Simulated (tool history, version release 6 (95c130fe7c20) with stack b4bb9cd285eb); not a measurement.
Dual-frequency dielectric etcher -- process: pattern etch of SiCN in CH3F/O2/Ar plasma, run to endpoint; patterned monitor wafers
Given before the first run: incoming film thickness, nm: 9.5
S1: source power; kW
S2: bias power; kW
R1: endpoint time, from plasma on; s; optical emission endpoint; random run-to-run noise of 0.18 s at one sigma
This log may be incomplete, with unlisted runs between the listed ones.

| run | hour | S1 | S2 | R1 |
|---|---|---|---|---|
| 1 | 0.0 | 0.460 | 0.081 | 24.525 |
| 2 | 3.0 | 0.500 | 0.084 | 23.831 |
| 3 | 7.5 | 0.530 | 0.089 | 23.129 |
| 4 | 12.9 | 0.560 | 0.093 | 22.378 |
| 5 | 19.8 | 0.580 | 0.096 | 21.852 |
| 6 | 23.4 | 0.550 | 0.096 | 22.327 |

Expected results for the next run?
| 7 | 30.7 | 0.570 | 0.098 | ? |

R1: 21.543 s
